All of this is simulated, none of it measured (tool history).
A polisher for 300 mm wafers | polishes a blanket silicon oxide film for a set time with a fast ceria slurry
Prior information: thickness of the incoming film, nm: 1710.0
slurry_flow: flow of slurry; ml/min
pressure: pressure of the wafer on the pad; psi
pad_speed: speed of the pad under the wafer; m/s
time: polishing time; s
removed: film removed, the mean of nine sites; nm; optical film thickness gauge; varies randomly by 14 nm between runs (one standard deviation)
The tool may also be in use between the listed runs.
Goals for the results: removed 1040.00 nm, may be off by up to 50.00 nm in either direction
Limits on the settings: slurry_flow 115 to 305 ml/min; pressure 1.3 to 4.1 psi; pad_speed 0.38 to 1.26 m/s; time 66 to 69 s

run 1 hour=0.0 | slurry_flow=195 pressure=2.7 pad_speed=0.82 time=66 | removed=702.07
run 2 hour=1.3 | slurry_flow=195 pressure=3.0 pad_speed=0.82 time=66 | removed=766.94
run 3 hour=6.8 | slurry_flow=195 pressure=3.0 pad_speed=0.92 time=66 | removed=851.17
run 4 hour=10.6 | slurry_flow=195 pressure=3.0 pad_speed=0.78 time=66 | removed=740.45
run 5 hour=14.0 | slurry_flow=195 pressure=3.0 pad_speed=0.78 time=66 | removed=729.26
run 6 hour=18.4 | slurry_flow=195 pressure=3.0 pad_speed=0.78 time=66 | removed=728.81
run 7 hour=20.4 | slurry_flow=195 pressure=3.3 pad_speed=0.80 time=66 | removed=815.98
run 8 hour=25.5 | slurry_flow=195 pressure=3.5 pad_speed=0.80 time=66 | removed=839.63
run 9 hour=32.8 | slurry_flow=195 pressure=3.7 pad_speed=0.82 time=66 | removed=940.35
run 10 hour=41.6 | slurry_flow=195 pressure=3.8 pad_speed=0.82 time=66 | removed=963.91
run 11 hour=45.6 | slurry_flow=195 pressure=3.9 pad_speed=0.82 time=66 | removed=988.34

5 candidate next runs follow, results not yet known. Just one meets every target within its allowed miss. Identify it.
run A hour=49.6 | slurry_flow=210 pressure=3.9 pad_speed=0.76 time=66 | removed=?
run B hour=49.6 | slurry_flow=185 pressure=3.5 pad_speed=0.88 time=66 | removed=?
run C hour=49.6 | slurry_flow=195 pressure=3.9 pad_speed=0.76 time=66 | removed=?
run D hour=49.6 | slurry_flow=220 pressure=3.9 pad_speed=0.80 time=69 | removed=?
run E hour=49.6 | slurry_flow=200 pressure=2.9 pad_speed=0.96 time=69 | removed=?

move=A removed=933.34
move=B removed=949.97
move=C removed=923.49
move=D removed=1031.90
move=E removed=910.63
A: its largest miss is bigger than the last run's
B: its largest miss is bigger than the last run's
C: its largest miss is bigger than the last run's
D: every result within its allowed miss
E: its largest miss is bigger than the last run's
Go with D: it meets all targets.
